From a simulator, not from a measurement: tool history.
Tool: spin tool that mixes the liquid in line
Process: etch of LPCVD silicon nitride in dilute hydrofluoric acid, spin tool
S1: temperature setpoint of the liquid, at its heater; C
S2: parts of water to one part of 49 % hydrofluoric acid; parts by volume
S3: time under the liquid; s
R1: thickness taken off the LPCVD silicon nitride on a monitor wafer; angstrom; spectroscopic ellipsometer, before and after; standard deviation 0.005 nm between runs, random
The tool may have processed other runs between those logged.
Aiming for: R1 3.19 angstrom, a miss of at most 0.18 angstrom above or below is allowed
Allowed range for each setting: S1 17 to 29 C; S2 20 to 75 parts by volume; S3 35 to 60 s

run 1 hour=0 | S1=21 S2=45 S3=60 | R1=6.0273
run 2 hour=5.6 | S1=21 S2=35 S3=60 | R1=7.9083
run 3 hour=12.1 | S1=20 S2=45 S3=60 | R1=5.609
run 4 hour=15.3 | S1=22.5 S2=45 S3=60 | R1=6.6856
run 5 hour=18.8 | S1=21 S2=50 S3=60 | R1=5.3497
run 6 hour=19.9 | S1=21 S2=55 S3=60 | R1=5.1207
run 7 hour=28.8 | S1=20 S2=60 S3=60 | R1=4.3677
run 8 hour=37.3 | S1=19 S2=60 S3=60 | R1=4.046
run 9 hour=45 | S1=18.5 S2=60 S3=60 | R1=3.7238
run 10 hour=47.6 | S1=18 S2=60 S3=60 | R1=3.7124
run 11 hour=49.2 | S1=18 S2=60 S3=60 | R1=3.7738

Which single option among these 4 for the next run brings every result within its allowed miss of target? Just one does.
run A hour=50.8 | S1=20 S2=50 S3=60 | R1=?
run B hour=50.8 | S1=22.5 S2=55 S3=35 | R1=?
run C hour=50.8 | S1=17 S2=60 S3=50 | R1=?
run D hour=50.8 | S1=22 S2=65 S3=35 | R1=?

move=A R1=5.0641
move=B R1=3.1968
move=C R1=2.8645
move=D R1=2.624
A: its largest miss is bigger than the last run's
B: every result within its allowed miss
C: takes the result that was furthest off past its target
D: takes the result that was furthest off past its target
Move B is the one to make.
